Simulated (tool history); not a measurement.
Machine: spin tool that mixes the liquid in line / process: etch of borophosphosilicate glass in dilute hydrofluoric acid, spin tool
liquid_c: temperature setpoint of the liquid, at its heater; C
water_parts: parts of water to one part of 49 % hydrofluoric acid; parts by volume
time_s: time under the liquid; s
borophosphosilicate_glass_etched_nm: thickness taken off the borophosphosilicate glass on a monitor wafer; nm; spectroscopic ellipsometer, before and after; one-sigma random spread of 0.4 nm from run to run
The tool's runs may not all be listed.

run	hour	liquid_c	water_parts	time_s	borophosphosilicate_glass_etched_nm
1	0.0	23.0	280	290	30.025
2	6.0	24.5	270	290	33.453
3	14.7	25.5	265	290	35.554
4	21.4	28.5	265	290	39.495
5	23.7	29.0	260	290	40.834
6	25.7	29.0	325	290	29.877
7	30.5	29.5	310	290	32.786

Estimate the outcome of run 8 from the log above:
8	33.2	31.0	220	290	?

borophosphosilicate_glass_etched_nm: 54.431 nm
